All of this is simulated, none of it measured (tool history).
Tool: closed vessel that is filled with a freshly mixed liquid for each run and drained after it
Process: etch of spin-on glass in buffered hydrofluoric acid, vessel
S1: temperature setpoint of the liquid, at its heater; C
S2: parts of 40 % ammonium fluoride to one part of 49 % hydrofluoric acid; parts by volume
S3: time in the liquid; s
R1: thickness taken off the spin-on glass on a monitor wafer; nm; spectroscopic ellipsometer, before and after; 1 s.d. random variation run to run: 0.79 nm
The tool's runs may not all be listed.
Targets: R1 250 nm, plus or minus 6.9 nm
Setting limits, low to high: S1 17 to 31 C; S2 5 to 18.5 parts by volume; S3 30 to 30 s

run 1 hour=0 | S1=23 S2=11.5 S3=30 | R1=106.81
run 2 hour=2.6 | S1=24.5 S2=11.5 S3=30 | R1=115.28
run 3 hour=4.2 | S1=21 S2=11.5 S3=30 | R1=95.346
run 4 hour=11.6 | S1=21 S2=13.5 S3=30 | R1=81.722
run 5 hour=18 | S1=23 S2=12 S3=30 | R1=102.92
run 6 hour=21.9 | S1=24.5 S2=11 S3=30 | R1=120.74
run 7 hour=28.4 | S1=26 S2=10 S3=30 | R1=143.28
run 8 hour=32.1 | S1=27 S2=9.5 S3=30 | R1=157.65
run 9 hour=35.3 | S1=28 S2=9 S3=30 | R1=171.2
run 10 hour=38.1 | S1=28.5 S2=8.5 S3=30 | R1=186.65
run 11 hour=39.7 | S1=29 S2=8 S3=30 | R1=204.04
run 12 hour=48.5 | S1=29.5 S2=8 S3=30 | R1=211.13
run 13 hour=52.6 | S1=30 S2=8 S3=30 | R1=216.42
run 14 hour=56.1 | S1=30.5 S2=7.5 S3=30 | R1=238.39

Which single option among these 4 for the next run brings every result within its allowed miss of target? Just one does.
run A hour=59.6 | S1=27 S2=6.5 S3=30 | R1=?
run B hour=59.6 | S1=30 S2=7 S3=30 | R1=?
run C hour=59.6 | S1=28.5 S2=7 S3=30 | R1=?
run D hour=59.6 | S1=29.5 S2=7.5 S3=30 | R1=?

move=A R1=227.19
move=B R1=249.67
move=C R1=230.72
move=D R1=225.78
A: further off than the last run
B: meets every target
C: further off than the last run
D: further off than the last run
Correct choice: B, which meets every target
